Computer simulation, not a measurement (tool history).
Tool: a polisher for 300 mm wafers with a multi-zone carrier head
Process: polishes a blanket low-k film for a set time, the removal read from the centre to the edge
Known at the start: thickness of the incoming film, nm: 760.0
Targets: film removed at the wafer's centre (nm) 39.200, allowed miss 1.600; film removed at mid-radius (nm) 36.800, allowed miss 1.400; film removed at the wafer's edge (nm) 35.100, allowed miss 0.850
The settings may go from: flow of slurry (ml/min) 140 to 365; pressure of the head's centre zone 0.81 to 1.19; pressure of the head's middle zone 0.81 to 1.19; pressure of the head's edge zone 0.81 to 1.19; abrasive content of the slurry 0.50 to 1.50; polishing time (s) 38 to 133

run,day,flow of slurry (ml/min),pressure of the head's centre zone,pressure of the head's middle zone,pressure of the head's edge zone,abrasive content of the slurry,polishing time (s),film removed at the wafer's centre (nm),film removed at mid-radius (nm),film removed at the wafer's edge (nm)
1,0.000,235,1.00,1.00,1.00,1.00,85,46.176,45.704,44.888
2,0.354,235,1.00,1.03,1.00,1.00,85,46.496,46.064,45.417
3,0.683,230,1.00,1.00,0.97,0.95,85,44.057,43.428,43.443
4,0.896,230,1.00,1.00,0.97,0.95,103,52.658,53.596,52.492
5,1.004,250,1.00,1.00,0.97,0.95,103,53.500,53.688,53.002
6,1.058,250,1.00,1.00,0.97,0.85,103,49.055,49.191,48.852
7,1.129,250,1.02,1.01,0.95,0.75,102,45.264,44.264,42.798
8,1.283,250,1.02,1.00,0.92,0.70,102,42.043,41.685,39.894
9,1.375,250,1.03,0.98,0.90,0.70,102,41.942,40.746,39.683
10,1.608,250,1.04,0.98,0.88,0.70,102,42.128,41.170,38.535
11,1.796,250,1.04,0.96,0.87,0.70,102,42.745,39.954,39.070
12,1.942,250,1.04,0.96,0.86,0.70,102,43.541,39.572,39.078
13,1.975,250,1.04,0.96,0.85,0.70,102,42.300,39.173,39.471
14,1.996,250,1.04,0.96,0.85,0.70,102,43.015,40.108,38.898

Which of these 4 next moves meets every target?
A,2.017,270,1.13,1.04,0.99,0.70,88,?,?,?
B,2.017,250,0.93,0.85,0.93,0.70,103,?,?,?
C,2.017,215,0.92,0.89,0.84,0.75,100,?,?,?
D,2.017,330,1.07,1.09,0.85,0.60,114,?,?,?

move,film removed at the wafer's centre (nm),film removed at mid-radius (nm),film removed at the wafer's edge (nm)
A,38.958,37.172,35.207
B,39.181,37.106,40.179
C,39.549,39.115,39.795
D,41.522,42.687,36.880
A: meets every target
B: further off than the last run
C: further off than the last run
D: nearer than the last run, and not there yet
The right move is A.
